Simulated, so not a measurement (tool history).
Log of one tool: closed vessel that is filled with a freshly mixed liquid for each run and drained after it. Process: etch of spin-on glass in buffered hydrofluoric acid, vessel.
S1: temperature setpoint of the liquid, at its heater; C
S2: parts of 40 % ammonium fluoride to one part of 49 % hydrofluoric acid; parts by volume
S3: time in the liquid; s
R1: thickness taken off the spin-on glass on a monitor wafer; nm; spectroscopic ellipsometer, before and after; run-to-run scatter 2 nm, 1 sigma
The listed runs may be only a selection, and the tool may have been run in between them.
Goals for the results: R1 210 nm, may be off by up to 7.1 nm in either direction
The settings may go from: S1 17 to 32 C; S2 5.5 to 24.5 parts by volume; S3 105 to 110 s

{"run": 1, "hour": 0.0, "S1": 24, "S2": 15, "S3": 105, "R1": 250.23}
{"run": 2, "hour": 3.9, "S1": 26, "S2": 15, "S3": 105, "R1": 277.5}
{"run": 3, "hour": 11.7, "S1": 26, "S2": 15, "S3": 110, "R1": 292.19}
{"run": 4, "hour": 15.2, "S1": 25, "S2": 15, "S3": 110, "R1": 276.81}
{"run": 5, "hour": 23.9, "S1": 25, "S2": 15, "S3": 105, "R1": 265.53}
{"run": 6, "hour": 31.8, "S1": 25, "S2": 11.5, "S3": 105, "R1": 339.81}
{"run": 7, "hour": 34.1, "S1": 24, "S2": 11.5, "S3": 105, "R1": 322.92}
{"run": 8, "hour": 35.9, "S1": 23, "S2": 11.5, "S3": 105, "R1": 305.69}
{"run": 9, "hour": 43.4, "S1": 19, "S2": 12.5, "S3": 105, "R1": 228.57}

Which single option among these 5 for the next run brings every result within its allowed miss of target? Just one does.
{"run": "A", "hour": 50.9, "S1": 19, "S2": 12.5, "S3": 110, "R1": "?"}
{"run": "B", "hour": 50.9, "S1": 19.5, "S2": 12.5, "S3": 105, "R1": "?"}
{"run": "C", "hour": 50.9, "S1": 17, "S2": 14, "S3": 110, "R1": "?"}
{"run": "D", "hour": 50.9, "S1": 18.5, "S2": 14, "S3": 105, "R1": "?"}
{"run": "E", "hour": 50.9, "S1": 20.5, "S2": 15.5, "S3": 110, "R1": "?"}

move=A R1=235.56
move=B R1=231.27
move=C R1=188.14
move=D R1=195.59
move=E R1=207.46
A: the biggest miss grows against the last run
B: the biggest miss grows against the last run
C: takes the biggest miss from the last run beyond its target
D: takes the biggest miss from the last run beyond its target
E: all results land within tolerance of their targets
E meets every target.
